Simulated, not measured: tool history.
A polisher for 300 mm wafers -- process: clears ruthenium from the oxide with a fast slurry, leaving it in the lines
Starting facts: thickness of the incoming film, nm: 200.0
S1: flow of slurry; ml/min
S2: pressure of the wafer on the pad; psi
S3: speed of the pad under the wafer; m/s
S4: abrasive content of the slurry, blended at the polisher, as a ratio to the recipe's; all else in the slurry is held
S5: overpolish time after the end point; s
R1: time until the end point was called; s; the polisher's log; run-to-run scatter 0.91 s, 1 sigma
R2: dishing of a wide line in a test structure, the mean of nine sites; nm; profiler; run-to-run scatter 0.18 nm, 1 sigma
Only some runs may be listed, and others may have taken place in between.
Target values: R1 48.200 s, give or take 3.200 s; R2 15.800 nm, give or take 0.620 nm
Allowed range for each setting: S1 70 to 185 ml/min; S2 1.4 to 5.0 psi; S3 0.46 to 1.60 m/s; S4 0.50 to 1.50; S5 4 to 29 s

{"run": 1, "hour": 0.0, "S1": 120, "S2": 3.2, "S3": 1.02, "S4": 1.0, "S5": 15, "R1": 38.659, "R2": 45.435}
{"run": 2, "hour": 3.3, "S1": 120, "S2": 3.2, "S3": 1.02, "S4": 1.0, "S5": 11, "R1": 38.545, "R2": 36.446}
{"run": 3, "hour": 7.9, "S1": 125, "S2": 2.9, "S3": 0.98, "S4": 1.0, "S5": 9, "R1": 44.93, "R2": 27.833}
{"run": 4, "hour": 12.8, "S1": 125, "S2": 2.9, "S3": 0.74, "S4": 1.0, "S5": 9, "R1": 57.827, "R2": 22.525}
{"run": 5, "hour": 13.6, "S1": 140, "S2": 2.9, "S3": 0.74, "S4": 1.0, "S5": 9, "R1": 56.186, "R2": 23.507}
{"run": 6, "hour": 16.0, "S1": 140, "S2": 3.4, "S3": 0.74, "S4": 1.0, "S5": 9, "R1": 48.608, "R2": 26.755}
{"run": 7, "hour": 20.0, "S1": 120, "S2": 3.1, "S3": 0.78, "S4": 1.15, "S5": 8, "R1": 48.174, "R2": 24.083}
{"run": 8, "hour": 28.2, "S1": 105, "S2": 2.9, "S3": 0.78, "S4": 1.25, "S5": 7, "R1": 49.4, "R2": 20.379}
{"run": 9, "hour": 36.4, "S1": 105, "S2": 2.8, "S3": 0.78, "S4": 1.3, "S5": 6, "R1": 50.781, "R2": 17.897}
{"run": 10, "hour": 37.8, "S1": 115, "S2": 2.7, "S3": 0.8, "S4": 1.45, "S5": 4, "R1": 48.232, "R2": 12.741}
{"run": 11, "hour": 46.3, "S1": 85, "S2": 3.0, "S3": 0.78, "S4": 1.35, "S5": 4, "R1": 49.138, "R2": 12.45}
{"run": 12, "hour": 53.5, "S1": 95, "S2": 3.0, "S3": 0.78, "S4": 1.3, "S5": 4, "R1": 50.05, "R2": 12.66}
{"run": 13, "hour": 58.0, "S1": 125, "S2": 3.2, "S3": 0.78, "S4": 1.2, "S5": 8, "R1": 44.071, "R2": 25.682}
{"run": 14, "hour": 59.1, "S1": 115, "S2": 3.1, "S3": 0.8, "S4": 1.2, "S5": 7, "R1": 45.364, "R2": 22.036}
{"run": 15, "hour": 62.5, "S1": 105, "S2": 3.0, "S3": 0.8, "S4": 1.25, "S5": 7, "R1": 47.775, "R2": 21.85}
{"run": 16, "hour": 71.2, "S1": 110, "S2": 2.9, "S3": 0.86, "S4": 1.2, "S5": 7, "R1": 46.211, "R2": 22.428}
{"run": 17, "hour": 74.8, "S1": 105, "S2": 2.9, "S3": 0.82, "S4": 1.25, "S5": 7, "R1": 47.133, "R2": 21.504}
{"run": 18, "hour": 82.4, "S1": 105, "S2": 3.0, "S3": 0.78, "S4": 1.25, "S5": 6, "R1": 46.102, "R2": 18.929}
{"run": 19, "hour": 88.4, "S1": 105, "S2": 2.9, "S3": 0.78, "S4": 1.3, "S5": 6, "R1": 50.36, "R2": 18.373}
{"run": 20, "hour": 92.3, "S1": 100, "S2": 2.9, "S3": 0.78, "S4": 1.3, "S5": 6, "R1": 49.019, "R2": 18.387}
{"run": 21, "hour": 96.3, "S1": 100, "S2": 2.9, "S3": 0.78, "S4": 1.3, "S5": 6, "R1": 49.106, "R2": 18.239}
{"run": 22, "hour": 102.4, "S1": 105, "S2": 2.8, "S3": 0.78, "S4": 1.3, "S5": 4, "R1": 49.828, "R2": 12.531}
{"run": 23, "hour": 110.4, "S1": 75, "S2": 3.1, "S3": 0.8, "S4": 1.3, "S5": 4, "R1": 50.601, "R2": 12.358}
{"run": 24, "hour": 116.6, "S1": 85, "S2": 3.1, "S3": 0.8, "S4": 1.3, "S5": 4, "R1": 48.396, "R2": 12.994}
{"run": 25, "hour": 121.0, "S1": 95, "S2": 3.0, "S3": 0.8, "S4": 1.3, "S5": 4, "R1": 47.536, "R2": 12.963}
{"run": 26, "hour": 127.6, "S1": 80, "S2": 3.2, "S3": 0.8, "S4": 1.3, "S5": 9, "R1": 48.154, "R2": 26.646}
{"run": 27, "hour": 132.0, "S1": 90, "S2": 2.9, "S3": 0.9, "S4": 1.2, "S5": 8, "R1": 46.109, "R2": 24.634}
{"run": 28, "hour": 138.8, "S1": 95, "S2": 3.2, "S3": 0.82, "S4": 1.2, "S5": 7, "R1": 43.53, "R2": 22.641}
{"run": 29, "hour": 145.1, "S1": 100, "S2": 3.0, "S3": 0.84, "S4": 1.2, "S5": 7, "R1": 46.467, "R2": 21.867}

Of the 4 settings listed for the next run, only one would bring every result within its allowed miss of target. Which one?
{"run": "A", "hour": 151.4, "S1": 115, "S2": 3.0, "S3": 0.8, "S4": 1.15, "S5": 5, "R1": "?", "R2": "?"}
{"run": "B", "hour": 151.4, "S1": 120, "S2": 2.6, "S3": 0.86, "S4": 0.95, "S5": 6, "R1": "?", "R2": "?"}
{"run": "C", "hour": 151.4, "S1": 105, "S2": 3.0, "S3": 0.88, "S4": 1.3, "S5": 4, "R1": "?", "R2": "?"}
{"run": "D", "hour": 151.4, "S1": 85, "S2": 2.9, "S3": 1.02, "S4": 1.25, "S5": 4, "R1": "?", "R2": "?"}

move=A R1=46.639 R2=15.912
move=B R1=56.138 R2=15.868
move=C R1=40.953 R2=14.614
move=D R1=40.007 R2=14.931
A: every result lands within tolerance
B: corrects the largest miss of the last run, while another result sits out of spec
C: takes the result that was furthest off past its target
D: takes the result that was furthest off past its target
Move A is the one to make.

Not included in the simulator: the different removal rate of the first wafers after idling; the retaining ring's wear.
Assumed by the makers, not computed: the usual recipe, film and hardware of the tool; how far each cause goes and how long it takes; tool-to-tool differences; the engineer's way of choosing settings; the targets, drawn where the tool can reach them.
